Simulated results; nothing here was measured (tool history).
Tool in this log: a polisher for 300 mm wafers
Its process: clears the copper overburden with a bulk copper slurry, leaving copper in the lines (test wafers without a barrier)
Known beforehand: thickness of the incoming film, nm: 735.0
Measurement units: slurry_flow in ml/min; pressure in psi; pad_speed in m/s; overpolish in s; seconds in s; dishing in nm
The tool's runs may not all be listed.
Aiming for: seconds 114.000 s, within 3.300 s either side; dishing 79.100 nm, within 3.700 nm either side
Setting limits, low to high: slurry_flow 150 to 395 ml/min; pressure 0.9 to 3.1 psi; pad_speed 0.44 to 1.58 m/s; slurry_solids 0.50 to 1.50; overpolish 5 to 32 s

run 1 hour=0.0 | slurry_flow=250 pressure=2.0 pad_speed=1.00 slurry_solids=1.00 overpolish=16 | seconds=102.180 dishing=60.924
run 2 hour=1.0 | slurry_flow=245 pressure=2.0 pad_speed=1.00 slurry_solids=1.00 overpolish=18 | seconds=104.980 dishing=65.408
run 3 hour=6.7 | slurry_flow=245 pressure=2.3 pad_speed=1.00 slurry_solids=1.00 overpolish=18 | seconds=94.044 dishing=71.330
run 4 hour=11.3 | slurry_flow=245 pressure=2.3 pad_speed=1.00 slurry_solids=1.15 overpolish=18 | seconds=91.144 dishing=70.109
run 5 hour=18.0 | slurry_flow=245 pressure=2.3 pad_speed=1.00 slurry_solids=1.30 overpolish=18 | seconds=89.536 dishing=74.570
run 6 hour=19.0 | slurry_flow=245 pressure=2.2 pad_speed=1.00 slurry_solids=1.30 overpolish=19 | seconds=92.283 dishing=73.652
run 7 hour=22.5 | slurry_flow=240 pressure=2.1 pad_speed=1.00 slurry_solids=1.30 overpolish=21 | seconds=94.995 dishing=76.230
run 8 hour=24.5 | slurry_flow=240 pressure=2.0 pad_speed=1.00 slurry_solids=1.30 overpolish=22 | seconds=98.419 dishing=74.765
run 9 hour=26.3 | slurry_flow=235 pressure=1.9 pad_speed=1.00 slurry_solids=1.30 overpolish=24 | seconds=101.510 dishing=75.088

Below are 4 possible settings for the next run. Only one of them brings all results inside the allowed miss of their targets. Which is it?
run A hour=28.1 | slurry_flow=210 pressure=2.0 pad_speed=1.16 slurry_solids=1.30 overpolish=18 | seconds=? dishing=?
run B hour=28.1 | slurry_flow=250 pressure=1.8 pad_speed=0.96 slurry_solids=1.40 overpolish=32 | seconds=? dishing=?
run C hour=28.1 | slurry_flow=225 pressure=2.4 pad_speed=0.76 slurry_solids=1.30 overpolish=21 | seconds=? dishing=?
run D hour=28.1 | slurry_flow=265 pressure=1.7 pad_speed=1.00 slurry_solids=0.95 overpolish=30 | seconds=? dishing=?

move=A seconds=86.377 dishing=71.362
move=B seconds=107.720 dishing=81.030
move=C seconds=113.930 dishing=68.476
move=D seconds=114.940 dishing=76.819
A: misses by more than the last run did
B: an improvement on the last run, though not all results are within tolerance
C: puts the biggest miss on target and leaves a different result outside tolerance
D: each result inside its tolerance
Correct choice: D, which meets every target
